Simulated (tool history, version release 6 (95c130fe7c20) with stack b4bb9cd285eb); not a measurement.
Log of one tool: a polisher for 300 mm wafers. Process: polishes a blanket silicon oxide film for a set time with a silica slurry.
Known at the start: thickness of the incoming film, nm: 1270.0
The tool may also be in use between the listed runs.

| run | hour | flow of slurry (ml/min) | pressure of the wafer on the pad (psi) | speed of the pad under the wafer (m/s) | abrasive content of the slurry | polishing time (s) | film removed (angstrom) |
|---|---|---|---|---|---|---|---|
| 1 | 0.0 | 320 | 2.8 | 1.50 | 1.0 | 27 | 595.29 |
| 2 | 1.7 | 320 | 2.5 | 1.48 | 1.0 | 27 | 525.43 |
| 3 | 7.0 | 320 | 2.9 | 1.48 | 1.0 | 27 | 621.48 |
| 4 | 14.5 | 320 | 2.6 | 1.46 | 1.0 | 27 | 541.40 |
| 5 | 21.4 | 320 | 2.6 | 1.22 | 1.0 | 27 | 473.67 |
| 6 | 24.3 | 320 | 2.4 | 1.22 | 1.0 | 27 | 438.08 |
| 7 | 33.2 | 320 | 2.3 | 1.22 | 1.0 | 27 | 421.64 |

Forecast run 8:
| 8 | 42.2 | 320 | 2.2 | 1.22 | 1.0 | 27 | ? |

film removed (angstrom): 406.27
